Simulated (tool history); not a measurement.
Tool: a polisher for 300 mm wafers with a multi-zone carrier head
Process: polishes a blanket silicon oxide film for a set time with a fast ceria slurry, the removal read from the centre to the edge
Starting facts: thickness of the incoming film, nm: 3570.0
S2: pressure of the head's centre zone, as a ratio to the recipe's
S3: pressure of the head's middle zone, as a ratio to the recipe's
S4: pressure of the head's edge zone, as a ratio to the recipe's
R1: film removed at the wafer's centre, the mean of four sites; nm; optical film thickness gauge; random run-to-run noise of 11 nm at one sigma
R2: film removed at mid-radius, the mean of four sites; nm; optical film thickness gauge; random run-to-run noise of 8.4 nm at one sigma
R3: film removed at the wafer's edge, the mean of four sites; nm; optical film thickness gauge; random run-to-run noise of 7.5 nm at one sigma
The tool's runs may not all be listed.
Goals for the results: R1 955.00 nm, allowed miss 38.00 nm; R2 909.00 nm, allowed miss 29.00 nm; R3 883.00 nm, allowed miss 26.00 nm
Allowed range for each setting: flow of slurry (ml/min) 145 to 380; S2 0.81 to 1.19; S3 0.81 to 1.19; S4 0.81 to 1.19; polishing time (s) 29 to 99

run 1 hour=0.0 | flow_of_slurry_(ml/min)=245 S2=1.00 S3=1.00 S4=1.00 polishing_time_(s)=64 | R1=1046.80 R2=1045.20 R3=1049.40
run 2 hour=8.6 | flow_of_slurry_(ml/min)=240 S2=1.00 S3=0.99 S4=0.97 polishing_time_(s)=63 | R1=1019.80 R2=1011.00 R3=1020.40
run 3 hour=12.6 | flow_of_slurry_(ml/min)=240 S2=1.00 S3=1.03 S4=0.97 polishing_time_(s)=63 | R1=1040.60 R2=1035.40 R3=1008.20
run 4 hour=14.1 | flow_of_slurry_(ml/min)=235 S2=1.00 S3=1.02 S4=0.94 polishing_time_(s)=62 | R1=1024.20 R2=1024.70 R3=982.03
run 5 hour=19.5 | flow_of_slurry_(ml/min)=230 S2=1.00 S3=1.01 S4=0.92 polishing_time_(s)=61 | R1=985.24 R2=986.94 R3=937.09
run 6 hour=25.3 | flow_of_slurry_(ml/min)=220 S2=1.01 S3=1.00 S4=0.91 polishing_time_(s)=61 | R1=993.00 R2=969.35 R3=937.56
run 7 hour=31.8 | flow_of_slurry_(ml/min)=215 S2=1.01 S3=0.99 S4=0.90 polishing_time_(s)=61 | R1=986.81 R2=966.94 R3=927.46
run 8 hour=38.7 | flow_of_slurry_(ml/min)=210 S2=1.01 S3=0.98 S4=0.89 polishing_time_(s)=61 | R1=972.46 R2=953.50 R3=924.99
run 9 hour=45.2 | flow_of_slurry_(ml/min)=205 S2=1.01 S3=0.97 S4=0.88 polishing_time_(s)=61 | R1=991.99 R2=952.83 R3=917.97
run 10 hour=52.1 | flow_of_slurry_(ml/min)=200 S2=1.01 S3=0.96 S4=0.87 polishing_time_(s)=61 | R1=997.58 R2=919.87 R3=916.74

5 candidate next runs follow, results not yet known. Just one meets every target within its allowed miss. Identify it.
run A hour=59.0 | flow_of_slurry_(ml/min)=150 S2=1.07 S3=1.01 S4=0.89 polishing_time_(s)=61 | R1=? R2=? R3=?
run B hour=59.0 | flow_of_slurry_(ml/min)=145 S2=1.16 S3=0.96 S4=0.88 polishing_time_(s)=64 | R1=? R2=? R3=?
run C hour=59.0 | flow_of_slurry_(ml/min)=185 S2=1.02 S3=1.04 S4=0.89 polishing_time_(s)=62 | R1=? R2=? R3=?
run D hour=59.0 | flow_of_slurry_(ml/min)=190 S2=1.07 S3=0.90 S4=0.86 polishing_time_(s)=65 | R1=? R2=? R3=?
run E hour=59.0 | flow_of_slurry_(ml/min)=325 S2=1.19 S3=0.99 S4=0.84 polishing_time_(s)=57 | R1=? R2=? R3=?

move=A R1=956.18 R2=916.42 R3=874.31
move=B R1=1057.70 R2=913.39 R3=907.88
move=C R1=984.38 R2=997.64 R3=916.68
move=D R1=1075.10 R2=930.62 R3=951.29
move=E R1=1107.20 R2=947.32 R3=868.76
A: meets every target
B: puts the biggest miss on target and leaves a different result outside tolerance
C: moves away from the targets compared with the last run
D: moves away from the targets compared with the last run
E: puts the biggest miss on target and leaves a different result outside tolerance
Move A is the one to make.

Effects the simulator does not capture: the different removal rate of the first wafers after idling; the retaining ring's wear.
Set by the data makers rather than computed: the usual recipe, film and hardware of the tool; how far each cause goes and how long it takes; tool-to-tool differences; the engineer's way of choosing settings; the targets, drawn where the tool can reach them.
